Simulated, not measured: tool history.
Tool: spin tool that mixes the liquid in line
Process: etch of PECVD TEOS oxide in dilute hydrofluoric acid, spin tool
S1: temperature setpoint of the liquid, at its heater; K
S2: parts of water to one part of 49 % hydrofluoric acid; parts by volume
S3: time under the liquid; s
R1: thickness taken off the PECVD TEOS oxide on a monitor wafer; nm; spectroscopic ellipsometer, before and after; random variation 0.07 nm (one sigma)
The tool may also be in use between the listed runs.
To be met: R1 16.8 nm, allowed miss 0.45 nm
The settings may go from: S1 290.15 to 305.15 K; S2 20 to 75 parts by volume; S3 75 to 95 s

Run 1, day 0: S1 297.15 K, S2 45 parts by volume, S3 95 s. Result: R1 27.296 nm.
Run 2, day 0.038: S1 299.15 K, S2 45 parts by volume, S3 95 s. Result: R1 29.713 nm.
Run 3, day 0.358: S1 297.15 K, S2 45 parts by volume, S3 95 s. Result: R1 27.338 nm.
Run 4, day 0.575: S1 297.15 K, S2 40 parts by volume, S3 95 s. Result: R1 31.148 nm.
Run 5, day 0.942: S1 297.15 K, S2 30 parts by volume, S3 95 s. Result: R1 41.687 nm.
Run 6, day 1.079: S1 300.15 K, S2 30 parts by volume, S3 95 s. Result: R1 47.384 nm.
Run 7, day 1.138: S1 300.15 K, S2 30 parts by volume, S3 95 s. Result: R1 47.354 nm.
Run 8, day 1.192: S1 296.15 K, S2 45 parts by volume, S3 95 s. Result: R1 26.157 nm.
Run 9, day 1.471: S1 294.65 K, S2 45 parts by volume, S3 95 s. Result: R1 24.581 nm.
Run 10, day 1.842: S1 293.65 K, S2 45 parts by volume, S3 95 s. Result: R1 23.584 nm.
Run 11, day 2.079: S1 292.65 K, S2 45 parts by volume, S3 95 s. Result: R1 22.721 nm.
Run 12, day 2.108: S1 292.15 K, S2 45 parts by volume, S3 95 s. Result: R1 22.086 nm.
Run 13, day 2.396: S1 291.65 K, S2 45 parts by volume, S3 95 s. Result: R1 21.471 nm.
Run 14, day 2.679: S1 291.15 K, S2 45 parts by volume, S3 95 s. Result: R1 21.044 nm.
Run 15, day 2.817: S1 290.65 K, S2 50 parts by volume, S3 95 s. Result: R1 18.535 nm.
Run 16, day 3.133: S1 290.15 K, S2 50 parts by volume, S3 95 s. Result: R1 18.102 nm.

4 next moves are on the table. One of them brings every result within its allowed miss. Which?
Run A, day 3.45: S1 292.65 K, S2 50 parts by volume, S3 75 s. Result: R1 ?.
Run B, day 3.45: S1 290.15 K, S2 45 parts by volume, S3 85 s. Result: R1 ?.
Run C, day 3.45: S1 294.15 K, S2 50 parts by volume, S3 75 s. Result: R1 ?.
Run D, day 3.45: S1 291.65 K, S2 45 parts by volume, S3 80 s. Result: R1 ?.

move      R1
   A  15.951
   B  18.138
   C  16.998
   D  18.218
A: takes the result that was furthest off past its target
B: as far off as the last run
C: meets every target
D: further off than the last run
The right move is C.
